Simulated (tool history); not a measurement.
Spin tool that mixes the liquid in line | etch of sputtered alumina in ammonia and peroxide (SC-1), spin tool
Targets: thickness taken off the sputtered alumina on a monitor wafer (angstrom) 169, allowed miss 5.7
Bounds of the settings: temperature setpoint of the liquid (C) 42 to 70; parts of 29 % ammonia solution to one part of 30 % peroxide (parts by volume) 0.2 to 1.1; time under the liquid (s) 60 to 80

| run | hour | temperature setpoint of the liquid (C) | parts of 29 % ammonia solution to one part of 30 % peroxide (parts by volume) | time under the liquid (s) | thickness taken off the sputtered alumina on a monitor wafer (angstrom) |
|---|---|---|---|---|---|
| 1 | 0 | 58 | 0.6 | 80 | 125.45 |
| 2 | 3.4 | 58 | 0.6 | 80 | 123.8 |
| 3 | 5.3 | 58 | 0.6 | 80 | 123.22 |
| 4 | 10 | 58 | 0.8 | 80 | 126.37 |
| 5 | 15.6 | 58 | 0.95 | 80 | 130.95 |
| 6 | 19 | 58 | 1.1 | 80 | 131.46 |
| 7 | 25.5 | 59.5 | 1.1 | 80 | 143.25 |
| 8 | 31.3 | 60.5 | 1.1 | 80 | 147.9 |
| 9 | 34.7 | 61.5 | 1.1 | 80 | 157.22 |
| 10 | 38.4 | 62 | 1.1 | 80 | 161.29 |

Which of these 4 next moves meets every target?
| A | 42.1 | 61.5 | 0.95 | 80 | ? |
| B | 42.1 | 59.5 | 1.1 | 80 | ? |
| C | 42.1 | 60.5 | 1 | 80 | ? |
| D | 42.1 | 63 | 1.1 | 80 | ? |

| move | thickness taken off the sputtered alumina on a monitor wafer (angstrom) |
|---|---|
| A | 154.79 |
| B | 141.7 |
| C | 147.82 |
| D | 169.32 |
A: further off than the last run
B: further off than the last run
C: further off than the last run
D: meets every target
The right move is D.

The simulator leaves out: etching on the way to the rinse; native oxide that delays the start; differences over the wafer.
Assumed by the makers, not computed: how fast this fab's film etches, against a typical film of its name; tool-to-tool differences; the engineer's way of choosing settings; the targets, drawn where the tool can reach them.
